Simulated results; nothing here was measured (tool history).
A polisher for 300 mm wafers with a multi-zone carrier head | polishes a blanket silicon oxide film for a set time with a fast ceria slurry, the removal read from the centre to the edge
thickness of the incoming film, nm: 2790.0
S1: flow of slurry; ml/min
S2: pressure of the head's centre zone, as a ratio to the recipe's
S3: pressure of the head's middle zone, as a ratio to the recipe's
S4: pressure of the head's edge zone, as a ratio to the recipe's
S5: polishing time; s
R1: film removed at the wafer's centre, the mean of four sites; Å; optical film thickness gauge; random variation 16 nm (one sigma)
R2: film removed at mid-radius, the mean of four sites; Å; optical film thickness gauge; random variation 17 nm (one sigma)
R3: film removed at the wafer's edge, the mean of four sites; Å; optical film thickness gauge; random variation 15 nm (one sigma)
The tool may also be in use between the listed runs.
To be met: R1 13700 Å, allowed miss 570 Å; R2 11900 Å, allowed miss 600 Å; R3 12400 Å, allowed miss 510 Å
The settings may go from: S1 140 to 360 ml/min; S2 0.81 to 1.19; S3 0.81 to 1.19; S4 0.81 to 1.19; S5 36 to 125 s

run  hour   S1    S2    S3    S4  S5     R1     R2     R3
  1     0  230     1     1     1  80  10638  10743  10717
  2   3.9  230     1     1     1  88  11864  11555  11833
  3   9.1  240  1.03     1  1.01  89  12132  11909  11955
  4  15.9  240  1.03     1  0.97  89  12226  11700  11689
  5  22.1  240  1.03     1   0.9  89  12292  11826  11361
  6  22.9  240  1.05  0.98  0.92  91  13146  12021  11854
  7    31  240  1.05  0.97  0.93  91  12902  11657  11649
  8  39.3  240  1.06  0.97  0.95  92  12810  11797  12018

4 next moves are on the table. One of them brings every result within its allowed miss. Which?
  A  47.6  240  1.04  0.97  0.93  87   ?   ?   ?
  B  47.6  210  1.19  0.87  0.85  95   ?   ?   ?
  C  47.6  355  1.05     1  0.85  90   ?   ?   ?
  D  47.6  205  1.11  0.97  0.98  94   ?   ?   ?

move     R1     R2     R3
   A  12085  11374  11297
   B  14793  11126  11690
   C  13214  12583  11572
   D  13601  12012  12303
A: further off than the last run
B: takes the result that was furthest off past its target
C: brings the result that was furthest off to its target, and leaves another outside
D: meets every target
Answer: D
